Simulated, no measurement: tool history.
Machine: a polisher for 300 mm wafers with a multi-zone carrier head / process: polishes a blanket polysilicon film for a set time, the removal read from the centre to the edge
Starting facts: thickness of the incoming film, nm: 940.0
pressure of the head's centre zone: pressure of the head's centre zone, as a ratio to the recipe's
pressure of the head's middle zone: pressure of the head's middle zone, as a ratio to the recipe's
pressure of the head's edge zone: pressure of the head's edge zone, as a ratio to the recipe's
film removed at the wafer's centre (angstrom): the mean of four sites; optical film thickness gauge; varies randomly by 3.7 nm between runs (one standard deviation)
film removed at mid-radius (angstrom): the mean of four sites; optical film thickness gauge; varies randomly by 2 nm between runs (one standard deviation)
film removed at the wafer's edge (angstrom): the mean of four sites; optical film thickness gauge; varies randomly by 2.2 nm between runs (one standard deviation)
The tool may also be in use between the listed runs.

run,day,flow of slurry (ml/min),pressure of the head's centre zone,pressure of the head's middle zone,pressure of the head's edge zone,polishing time (s),film removed at the wafer's centre (angstrom),film removed at mid-radius (angstrom),film removed at the wafer's edge (angstrom)
1,0.000,200,1.00,1.00,1.00,28,3327.1,3294.0,3204.9
2,0.333,200,0.97,1.00,1.00,28,3264.2,3232.7,3256.3
3,0.638,195,0.98,0.99,0.98,27,3127.2,3145.8,3096.9
4,0.725,195,1.00,0.97,0.97,26,3052.8,2995.2,2933.9
5,0.921,195,1.00,0.91,0.97,26,3172.7,2831.6,2924.9
6,1.025,195,1.00,0.95,0.97,26,3101.1,2929.8,2950.8
7,1.375,195,1.00,0.95,0.97,26,3126.7,2914.5,2957.7
8,1.458,195,1.01,0.95,0.95,25,2958.7,2850.4,2811.4
9,1.625,190,1.02,0.93,0.93,24,2887.9,2619.0,2597.3
10,1.771,145,0.97,0.90,0.83,24,2671.8,2478.1,2443.2
11,2.025,145,0.98,0.90,0.83,24,2664.3,2505.0,2488.7

Estimate the outcome of run 12 from the log above:
12,2.233,150,0.99,0.90,0.83,24,?,?,?

film removed at the wafer's centre (angstrom): 2648.6
film removed at mid-radius (angstrom): 2525.6
film removed at the wafer's edge (angstrom): 2457.2

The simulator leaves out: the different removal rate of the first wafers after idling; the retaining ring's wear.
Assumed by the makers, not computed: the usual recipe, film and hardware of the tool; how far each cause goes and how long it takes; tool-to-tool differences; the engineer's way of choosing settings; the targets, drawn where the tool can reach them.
